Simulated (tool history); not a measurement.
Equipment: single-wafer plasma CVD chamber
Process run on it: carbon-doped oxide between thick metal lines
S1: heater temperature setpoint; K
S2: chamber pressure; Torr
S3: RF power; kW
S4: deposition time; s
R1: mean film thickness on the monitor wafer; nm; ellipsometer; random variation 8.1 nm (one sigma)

run	hour	S1	S2	S3	S4	R1
1	0.0	628.15	4.42	0.565	252	1364.3
2	2.5	628.15	4.42	0.520	252	1301.2
3	5.0	626.15	4.79	0.545	252	1362.7
4	10.6	626.15	4.79	0.465	252	1201.8
5	11.5	626.15	5.46	0.465	252	1242.3
6	13.8	630.15	5.46	0.465	252	1211.5
7	20.5	625.15	5.66	0.495	252	1307.5
8	27.8	625.15	5.66	0.495	252	1298.4

Run 9 has not been measured yet. What should we expect?
9	34.9	625.15	5.66	0.495	252	?

{"run 9": {"R1": 1307.9}}
